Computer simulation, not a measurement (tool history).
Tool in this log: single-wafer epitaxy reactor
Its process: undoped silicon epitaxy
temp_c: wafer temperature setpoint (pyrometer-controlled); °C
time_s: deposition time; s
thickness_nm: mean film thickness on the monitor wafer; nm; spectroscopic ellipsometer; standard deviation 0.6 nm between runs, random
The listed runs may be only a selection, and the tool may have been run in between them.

run	hour	temp_c	time_s	thickness_nm
1	0.0	650	483	92.084
2	4.1	651	483	94.396
3	11.0	651	427	83.967
4	14.7	641	427	69.278
5	17.9	641	387	62.221
6	21.5	631	387	51.022
7	26.2	637	388	58.076
8	35.0	642	389	64.028
9	38.1	654	395	81.029
10	39.7	656	395	84.698
11	47.0	658	395	88.471

Predict the results of run 12:
# hour 51.9: pyrometer calibrated
12	51.9	659	395	?

For run 12 the tool returned thickness_nm 83.736 nm.

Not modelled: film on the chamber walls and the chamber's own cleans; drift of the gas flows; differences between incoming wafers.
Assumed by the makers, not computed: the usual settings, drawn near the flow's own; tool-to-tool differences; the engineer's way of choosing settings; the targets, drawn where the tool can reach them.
